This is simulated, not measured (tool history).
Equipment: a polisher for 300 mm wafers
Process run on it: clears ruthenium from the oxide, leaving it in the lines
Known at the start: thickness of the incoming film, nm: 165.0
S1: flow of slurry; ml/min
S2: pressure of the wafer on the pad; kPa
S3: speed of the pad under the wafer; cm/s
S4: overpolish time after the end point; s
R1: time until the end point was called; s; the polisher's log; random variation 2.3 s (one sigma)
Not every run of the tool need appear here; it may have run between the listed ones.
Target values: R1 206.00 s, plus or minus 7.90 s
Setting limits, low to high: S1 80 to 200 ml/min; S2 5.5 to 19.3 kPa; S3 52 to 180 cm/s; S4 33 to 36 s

run,hour,S1,S2,S3,S4,R1
1,0.0,130,12.4,116,33,159.08
2,4.0,120,11.0,116,33,183.13
3,5.4,130,11.0,116,33,176.53
4,9.4,130,13.8,116,33,142.03
5,10.2,130,13.1,116,33,151.16
6,17.1,130,13.1,128,33,139.80
7,23.7,115,9.7,124,33,196.97
8,31.6,115,9.7,124,33,195.07

5 candidate next runs follow, results not yet known. Just one meets every target within its allowed miss. Identify it.
A,39.5,110,10.3,128,34,?
B,39.5,115,9.7,136,33,?
C,39.5,105,10.3,126,33,?
D,39.5,105,9.7,140,36,?
E,39.5,150,10.3,102,36,?

move,R1
A,178.38
B,179.54
C,182.71
D,179.07
E,200.75
A: its largest miss is bigger than the last run's
B: its largest miss is bigger than the last run's
C: its largest miss is bigger than the last run's
D: its largest miss is bigger than the last run's
E: every result lands within tolerance
E is the move that brings every result within its allowed miss.

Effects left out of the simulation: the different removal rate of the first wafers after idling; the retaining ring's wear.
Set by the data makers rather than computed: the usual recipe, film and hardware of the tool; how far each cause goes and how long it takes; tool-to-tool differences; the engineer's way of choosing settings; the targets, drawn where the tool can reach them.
